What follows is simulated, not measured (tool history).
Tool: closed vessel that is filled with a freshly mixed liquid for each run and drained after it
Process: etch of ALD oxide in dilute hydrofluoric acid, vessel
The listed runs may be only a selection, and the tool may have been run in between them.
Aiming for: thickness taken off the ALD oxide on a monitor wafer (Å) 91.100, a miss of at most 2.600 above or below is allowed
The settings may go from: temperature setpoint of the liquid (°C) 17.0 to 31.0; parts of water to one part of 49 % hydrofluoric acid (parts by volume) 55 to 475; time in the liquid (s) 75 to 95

| run | hour | temperature setpoint of the liquid (°C) | parts of water to one part of 49 % hydrofluoric acid (parts by volume) | time in the liquid (s) | thickness taken off the ALD oxide on a monitor wafer (Å) |
|---|---|---|---|---|---|
| 1 | 0.0 | 23.0 | 265 | 95 | 28.352 |
| 2 | 3.6 | 26.5 | 265 | 95 | 31.629 |
| 3 | 12.7 | 29.0 | 265 | 95 | 34.743 |
| 4 | 13.7 | 29.0 | 265 | 75 | 27.345 |
| 5 | 20.1 | 30.5 | 265 | 75 | 28.807 |
| 6 | 22.9 | 30.5 | 235 | 80 | 36.158 |
| 7 | 26.6 | 30.5 | 210 | 80 | 41.347 |
| 8 | 30.8 | 30.5 | 190 | 80 | 46.498 |

Which of these 5 next moves meets every target?
| A | 35.0 | 30.0 | 125 | 95 | ? |
| B | 35.0 | 29.0 | 115 | 95 | ? |
| C | 35.0 | 30.5 | 115 | 95 | ? |
| D | 35.0 | 29.5 | 115 | 95 | ? |
| E | 35.0 | 31.0 | 145 | 75 | ? |

| move | thickness taken off the ALD oxide on a monitor wafer (Å) |
|---|---|
| A | 91.566 |
| B | 97.217 |
| C | 102.780 |
| D | 99.046 |
| E | 62.889 |
A: all results land within tolerance of their targets
B: the result that was furthest off in the last run now lies on the other side of its target
C: the result that was furthest off in the last run now lies on the other side of its target
D: the result that was furthest off in the last run now lies on the other side of its target
E: an improvement on the last run, though not all results are within tolerance
A meets every target.
